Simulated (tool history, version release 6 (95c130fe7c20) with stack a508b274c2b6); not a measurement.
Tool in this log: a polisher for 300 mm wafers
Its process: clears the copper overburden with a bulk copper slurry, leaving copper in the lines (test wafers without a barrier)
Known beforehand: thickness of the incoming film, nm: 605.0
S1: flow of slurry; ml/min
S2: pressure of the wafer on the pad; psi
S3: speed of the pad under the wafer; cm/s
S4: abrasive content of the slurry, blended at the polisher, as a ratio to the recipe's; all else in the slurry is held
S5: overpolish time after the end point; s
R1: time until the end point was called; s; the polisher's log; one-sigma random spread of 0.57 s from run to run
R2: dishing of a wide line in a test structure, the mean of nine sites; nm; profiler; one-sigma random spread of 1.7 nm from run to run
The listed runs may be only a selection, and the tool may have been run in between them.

Run 1, hour 0: S1 130 ml/min, S2 1.9 psi, S3 134 cm/s, S4 1, S5 13 s. Result: R1 67.476 s, R2 66.588 nm.
Run 2, hour 0.6: S1 110 ml/min, S2 1.9 psi, S3 134 cm/s, S4 1, S5 13 s. Result: R1 71.237 s, R2 65.967 nm.
Run 3, hour 5.2: S1 110 ml/min, S2 1.9 psi, S3 134 cm/s, S4 1, S5 17 s. Result: R1 69.557 s, R2 78.141 nm.
Run 4, hour 6.1: S1 110 ml/min, S2 1.9 psi, S3 134 cm/s, S4 1.15, S5 17 s. Result: R1 70.027 s, R2 80.319 nm.
Run 5, hour 13.1: S1 120 ml/min, S2 2.2 psi, S3 136 cm/s, S4 1.15, S5 15 s. Result: R1 58.75 s, R2 85.088 nm.
Run 6, hour 21.5: S1 120 ml/min, S2 1.9 psi, S3 136 cm/s, S4 1.15, S5 15 s. Result: R1 66.437 s, R2 75.629 nm.
Run 7, hour 23.7: S1 130 ml/min, S2 2.3 psi, S3 140 cm/s, S4 1.15, S5 13 s. Result: R1 52.37 s, R2 82.308 nm.
Run 8, hour 31.4: S1 140 ml/min, S2 2.5 psi, S3 142 cm/s, S4 1.15, S5 12 s. Result: R1 47.048 s, R2 84.32 nm.

Run 9 has not been measured yet. What should we expect?
Run 9, hour 34.1: S1 145 ml/min, S2 2.7 psi, S3 144 cm/s, S4 1.15, S5 12 s. Result: R1 ?, R2 ?.

R1: 43.49 s
R2: 88.933 nm

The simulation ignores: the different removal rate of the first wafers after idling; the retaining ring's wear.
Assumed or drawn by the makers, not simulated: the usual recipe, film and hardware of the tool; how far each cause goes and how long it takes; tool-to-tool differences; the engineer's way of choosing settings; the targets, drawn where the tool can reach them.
